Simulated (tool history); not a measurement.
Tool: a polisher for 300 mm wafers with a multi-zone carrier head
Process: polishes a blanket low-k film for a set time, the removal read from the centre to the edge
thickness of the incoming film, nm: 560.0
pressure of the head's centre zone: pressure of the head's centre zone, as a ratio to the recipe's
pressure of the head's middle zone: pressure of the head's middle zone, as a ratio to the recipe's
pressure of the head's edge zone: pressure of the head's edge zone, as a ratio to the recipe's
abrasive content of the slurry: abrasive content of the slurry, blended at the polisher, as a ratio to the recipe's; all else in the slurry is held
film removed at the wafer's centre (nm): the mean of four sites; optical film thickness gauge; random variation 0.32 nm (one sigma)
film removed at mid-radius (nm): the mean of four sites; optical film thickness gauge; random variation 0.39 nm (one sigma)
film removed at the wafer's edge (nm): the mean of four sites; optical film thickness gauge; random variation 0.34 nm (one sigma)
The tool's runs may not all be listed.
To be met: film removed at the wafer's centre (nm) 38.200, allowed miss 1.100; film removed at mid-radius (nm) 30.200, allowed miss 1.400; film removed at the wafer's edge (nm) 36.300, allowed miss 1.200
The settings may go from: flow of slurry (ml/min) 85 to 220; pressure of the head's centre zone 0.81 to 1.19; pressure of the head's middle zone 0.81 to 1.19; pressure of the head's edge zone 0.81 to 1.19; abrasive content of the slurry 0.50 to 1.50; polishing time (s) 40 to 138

| run | hour | flow of slurry (ml/min) | pressure of the head's centre zone | pressure of the head's middle zone | pressure of the head's edge zone | abrasive content of the slurry | polishing time (s) | film removed at the wafer's centre (nm) | film removed at mid-radius (nm) | film removed at the wafer's edge (nm) |
|---|---|---|---|---|---|---|---|---|---|---|
| 1 | 0.0 | 140 | 1.00 | 1.00 | 1.00 | 1.00 | 88 | 45.731 | 44.697 | 46.291 |
| 2 | 5.9 | 140 | 1.00 | 1.00 | 1.00 | 1.00 | 101 | 51.836 | 51.888 | 52.612 |
| 3 | 8.5 | 135 | 1.02 | 0.95 | 0.99 | 0.85 | 98 | 49.094 | 45.274 | 48.504 |
| 4 | 14.3 | 130 | 1.02 | 0.91 | 0.97 | 0.75 | 94 | 44.361 | 39.932 | 44.422 |
| 5 | 18.7 | 165 | 1.02 | 0.91 | 0.97 | 0.75 | 94 | 46.623 | 42.022 | 46.215 |
| 6 | 23.7 | 150 | 1.03 | 0.88 | 0.95 | 0.70 | 92 | 44.696 | 38.499 | 43.059 |
| 7 | 28.1 | 135 | 1.03 | 0.86 | 0.94 | 0.65 | 91 | 42.076 | 36.450 | 40.673 |
| 8 | 34.3 | 125 | 1.04 | 0.85 | 0.95 | 0.60 | 90 | 40.963 | 34.450 | 38.249 |
| 9 | 36.4 | 120 | 1.04 | 0.84 | 0.99 | 0.55 | 90 | 38.902 | 32.467 | 37.876 |
| 10 | 43.0 | 115 | 1.05 | 0.83 | 0.99 | 0.55 | 90 | 39.584 | 32.032 | 38.165 |
| 11 | 48.4 | 110 | 1.05 | 0.82 | 0.99 | 0.55 | 90 | 38.155 | 31.488 | 37.968 |
| 12 | 52.2 | 110 | 1.06 | 0.82 | 0.99 | 0.55 | 90 | 38.144 | 30.847 | 37.769 |
| 13 | 53.7 | 110 | 1.07 | 0.82 | 0.98 | 0.55 | 90 | 39.016 | 30.701 | 37.807 |
|  | 60.0 | edge zone pressure recalibrated |
| 14 | 60.0 | 95 | 1.07 | 0.84 | 0.93 | 0.50 | 90 | 36.102 | 29.569 | 33.950 |
| 15 | 66.5 | 100 | 1.07 | 0.83 | 0.94 | 0.50 | 90 | 36.894 | 30.058 | 35.006 |

Which of these 5 next moves meets every target?
| A | 73.0 | 85 | 1.05 | 0.86 | 1.06 | 0.65 | 87 | ? | ? | ? |
| B | 73.0 | 125 | 0.97 | 0.81 | 1.18 | 0.65 | 82 | ? | ? | ? |
| C | 73.0 | 100 | 1.05 | 0.81 | 0.92 | 0.65 | 88 | ? | ? | ? |
| D | 73.0 | 100 | 1.01 | 0.82 | 1.00 | 0.60 | 87 | ? | ? | ? |
| E | 73.0 | 85 | 0.97 | 0.81 | 1.05 | 0.65 | 93 | ? | ? | ? |

| move | film removed at the wafer's centre (nm) | film removed at mid-radius (nm) | film removed at the wafer's edge (nm) |
|---|---|---|---|
| A | 35.195 | 29.978 | 35.978 |
| B | 34.949 | 30.195 | 38.750 |
| C | 37.897 | 30.491 | 35.272 |
| D | 35.210 | 29.756 | 35.444 |
| E | 34.722 | 30.525 | 38.305 |
A: further off than the last run
B: further off than the last run
C: meets every target
D: further off than the last run
E: further off than the last run
Move C is the one to make.
